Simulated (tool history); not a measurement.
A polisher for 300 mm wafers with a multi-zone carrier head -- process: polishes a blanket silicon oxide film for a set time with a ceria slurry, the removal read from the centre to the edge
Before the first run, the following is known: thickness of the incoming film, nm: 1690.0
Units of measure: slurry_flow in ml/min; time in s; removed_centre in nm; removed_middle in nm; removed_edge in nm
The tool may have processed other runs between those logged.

run,hour,slurry_flow,centre_zone,middle_zone,edge_zone,time,removed_centre,removed_middle,removed_edge
1,0,125,1,1,1,57,210.23,212.75,211.34
2,8.1,125,1,1,0.92,57,211.19,213.2,202.95
3,16.1,120,0.99,0.97,0.91,54,194.16,193.09,194.62
4,18.8,120,0.99,0.96,0.9,51,186.36,184.12,180.21
5,21.8,90,0.99,0.96,0.9,51,170.43,173.59,173.35
6,24.7,90,0.98,0.94,0.89,49,163.9,159.84,164.74
7,30.5,90,0.98,0.94,0.89,49,162.76,162.79,167.22
8,34.7,90,0.98,0.93,0.88,48,160.97,154.42,161.55
9,39.9,90,0.97,0.92,0.87,47,153.85,149.89,158.99
10,45.6,90,0.97,0.92,0.86,46,151.09,147.05,152.22

What does the tool deliver on the next run?
11,52,90,0.96,0.91,0.85,46,?,?,?

{"run 11": {"removed_centre": 150.73, "removed_middle": 146.05, "removed_edge": 151.8}}

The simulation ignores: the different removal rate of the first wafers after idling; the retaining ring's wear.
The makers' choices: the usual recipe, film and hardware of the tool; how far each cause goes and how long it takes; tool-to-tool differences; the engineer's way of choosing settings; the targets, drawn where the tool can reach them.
